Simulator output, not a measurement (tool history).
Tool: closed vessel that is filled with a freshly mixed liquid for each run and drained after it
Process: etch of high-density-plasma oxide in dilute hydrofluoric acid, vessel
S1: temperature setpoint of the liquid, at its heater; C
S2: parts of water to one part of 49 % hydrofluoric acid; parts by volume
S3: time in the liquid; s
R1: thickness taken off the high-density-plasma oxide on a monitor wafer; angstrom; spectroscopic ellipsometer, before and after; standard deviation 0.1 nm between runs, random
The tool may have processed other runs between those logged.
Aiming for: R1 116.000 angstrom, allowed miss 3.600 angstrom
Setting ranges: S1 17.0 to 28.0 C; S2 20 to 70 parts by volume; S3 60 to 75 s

run	hour	S1	S2	S3	R1
1	0.0	20.0	40	75	83.175
2	8.7	20.0	40	60	65.455
3	15.6	21.0	40	60	69.158
4	23.8	21.5	40	60	70.605
5	26.7	21.5	40	75	88.067
6	32.3	21.5	35	75	100.480
7	37.2	22.0	35	75	103.160
8	41.2	22.0	35	75	102.710

Which of these 5 next moves meets every target?
A	45.2	18.0	25	65	?
B	45.2	25.0	35	75	?
C	45.2	21.0	35	70	?
D	45.2	22.5	40	75	?
E	45.2	20.5	30	70	?

move	R1
A	105.850
B	116.100
C	91.607
D	90.929
E	105.260
A: closer than the last run, but not yet in spec
B: hits every target within its allowed miss
C: its largest miss is bigger than the last run's
D: its largest miss is bigger than the last run's
E: closer than the last run, but not yet in spec
Answer: B
